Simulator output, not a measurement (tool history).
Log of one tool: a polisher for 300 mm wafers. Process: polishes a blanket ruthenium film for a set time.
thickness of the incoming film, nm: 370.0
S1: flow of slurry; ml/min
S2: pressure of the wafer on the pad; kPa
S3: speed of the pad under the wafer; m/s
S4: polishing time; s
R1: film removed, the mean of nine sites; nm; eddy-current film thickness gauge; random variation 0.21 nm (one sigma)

{"run": 1, "hour": 0.0, "S1": 255, "S2": 10.3, "S3": 0.96, "S4": 50, "R1": 36.532}
{"run": 2, "hour": 6.4, "S1": 255, "S2": 9.7, "S3": 0.96, "S4": 50, "R1": 35.207}
{"run": 3, "hour": 8.9, "S1": 255, "S2": 9.7, "S3": 1.16, "S4": 50, "R1": 42.557}
{"run": 4, "hour": 14.1, "S1": 255, "S2": 11.7, "S3": 1.16, "S4": 50, "R1": 50.068}
{"run": 5, "hour": 17.8, "S1": 290, "S2": 11.7, "S3": 1.16, "S4": 50, "R1": 50.732}
{"run": 6, "hour": 22.3, "S1": 345, "S2": 11.7, "S3": 1.16, "S4": 50, "R1": 51.804}
{"run": 7, "hour": 25.7, "S1": 345, "S2": 10.3, "S3": 1.1, "S4": 50, "R1": 43.16}
{"run": 8, "hour": 26.4, "S1": 345, "S2": 9.7, "S3": 1.06, "S4": 50, "R1": 40.337}
{"run": 9, "hour": 29.6, "S1": 345, "S2": 9.7, "S3": 1.06, "S4": 50, "R1": 39.411}
{"run": 10, "hour": 35.2, "S1": 345, "S2": 9, "S3": 1.02, "S4": 50, "R1": 36.133}
{"run": 11, "hour": 37.4, "S1": 345, "S2": 9, "S3": 1.02, "S4": 50, "R1": 35.684}

The next listed run, before its measurement:
{"run": 12, "hour": 38.1, "S1": 345, "S2": 8.3, "S3": 0.98, "S4": 50, "R1": "?"}

Run 12 gave R1 32.199 nm.
